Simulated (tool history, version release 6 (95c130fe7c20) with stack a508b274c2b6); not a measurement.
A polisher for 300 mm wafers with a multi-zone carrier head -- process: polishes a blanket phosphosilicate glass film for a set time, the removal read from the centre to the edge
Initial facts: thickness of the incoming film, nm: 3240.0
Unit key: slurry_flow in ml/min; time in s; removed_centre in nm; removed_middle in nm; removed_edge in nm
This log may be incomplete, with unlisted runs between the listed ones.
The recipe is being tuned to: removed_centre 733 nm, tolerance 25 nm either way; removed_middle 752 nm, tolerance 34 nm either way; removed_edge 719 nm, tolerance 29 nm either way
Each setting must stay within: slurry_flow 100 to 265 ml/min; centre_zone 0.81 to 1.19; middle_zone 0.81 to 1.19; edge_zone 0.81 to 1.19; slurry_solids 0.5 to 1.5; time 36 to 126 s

{"run": 1, "hour": 0.0, "slurry_flow": 170, "centre_zone": 1, "middle_zone": 1, "edge_zone": 1, "slurry_solids": 1, "time": 81, "removed_centre": 565.36, "removed_middle": 550.32, "removed_edge": 598.14}
{"run": 2, "hour": 5.2, "slurry_flow": 185, "centre_zone": 1.02, "middle_zone": 1.05, "edge_zone": 1.02, "slurry_solids": 1.05, "time": 81, "removed_centre": 603.9, "removed_middle": 591.84, "removed_edge": 638.16}
{"run": 3, "hour": 12.9, "slurry_flow": 195, "centre_zone": 1.03, "middle_zone": 1.09, "edge_zone": 1, "slurry_solids": 1.1, "time": 81, "removed_centre": 629.6, "removed_middle": 638.09, "removed_edge": 641.01}
{"run": 4, "hour": 18.1, "slurry_flow": 195, "centre_zone": 0.98, "middle_zone": 1.09, "edge_zone": 1, "slurry_solids": 1.1, "time": 81, "removed_centre": 598.1, "removed_middle": 619.47, "removed_edge": 645.07}
{"hour": 26.8, "done": "edge zone pressure recalibrated"}
{"run": 5, "hour": 26.8, "slurry_flow": 205, "centre_zone": 1.01, "middle_zone": 1.12, "edge_zone": 1.01, "slurry_solids": 1.15, "time": 81, "removed_centre": 640.5, "removed_middle": 667.75, "removed_edge": 627.21}
{"run": 6, "hour": 32.1, "slurry_flow": 195, "centre_zone": 1.01, "middle_zone": 1.11, "edge_zone": 1.01, "slurry_solids": 1.2, "time": 83, "removed_centre": 661.17, "removed_middle": 675.95, "removed_edge": 655.01}
{"run": 7, "hour": 33.9, "slurry_flow": 205, "centre_zone": 1.01, "middle_zone": 1.12, "edge_zone": 1.03, "slurry_solids": 1.2, "time": 84, "removed_centre": 681.74, "removed_middle": 705.37, "removed_edge": 667.33}
{"run": 8, "hour": 34.8, "slurry_flow": 210, "centre_zone": 1, "middle_zone": 1.11, "edge_zone": 1.03, "slurry_solids": 1.25, "time": 85, "removed_centre": 709.76, "removed_middle": 721.94, "removed_edge": 699.54}
{"run": 9, "hour": 38.8, "slurry_flow": 215, "centre_zone": 1, "middle_zone": 1.11, "edge_zone": 1.03, "slurry_solids": 1.25, "time": 85, "removed_centre": 695.52, "removed_middle": 730.07, "removed_edge": 705.86}

Which of these 5 next moves meets every target?
{"run": "A", "hour": 42.8, "slurry_flow": 230, "centre_zone": 1.02, "middle_zone": 1, "edge_zone": 1.05, "slurry_solids": 1.25, "time": 88, "removed_centre": "?", "removed_middle": "?", "removed_edge": "?"}
{"run": "B", "hour": 42.8, "slurry_flow": 185, "centre_zone": 1.11, "middle_zone": 1.14, "edge_zone": 0.96, "slurry_solids": 1.25, "time": 88, "removed_centre": "?", "removed_middle": "?", "removed_edge": "?"}
{"run": "C", "hour": 42.8, "slurry_flow": 225, "centre_zone": 0.9, "middle_zone": 1.12, "edge_zone": 1.02, "slurry_solids": 1.15, "time": 88, "removed_centre": "?", "removed_middle": "?", "removed_edge": "?"}
{"run": "D", "hour": 42.8, "slurry_flow": 260, "centre_zone": 0.94, "middle_zone": 1.01, "edge_zone": 0.89, "slurry_solids": 1.3, "time": 91, "removed_centre": "?", "removed_middle": "?", "removed_edge": "?"}
{"run": "E", "hour": 42.8, "slurry_flow": 145, "centre_zone": 1.07, "middle_zone": 1.11, "edge_zone": 1, "slurry_solids": 1.5, "time": 81, "removed_centre": "?", "removed_middle": "?", "removed_edge": "?"}

move=A removed_centre=748.9 removed_middle=699.86 removed_edge=731.98
move=B removed_centre=787.27 removed_middle=757.3 removed_edge=682.92
move=C removed_centre=632.49 removed_middle=738.61 removed_edge=690.47
move=D removed_centre=738.43 removed_middle=754.82 removed_edge=720.48
move=E removed_centre=715.71 removed_middle=702.54 removed_edge=669.89
A: the worst result of the last run now meets its target, but another is out of spec
B: takes the result that was furthest off past its target
C: the biggest miss grows against the last run
D: in spec on every target
E: the worst result of the last run now meets its target, but another is out of spec
The move that meets every target is D.

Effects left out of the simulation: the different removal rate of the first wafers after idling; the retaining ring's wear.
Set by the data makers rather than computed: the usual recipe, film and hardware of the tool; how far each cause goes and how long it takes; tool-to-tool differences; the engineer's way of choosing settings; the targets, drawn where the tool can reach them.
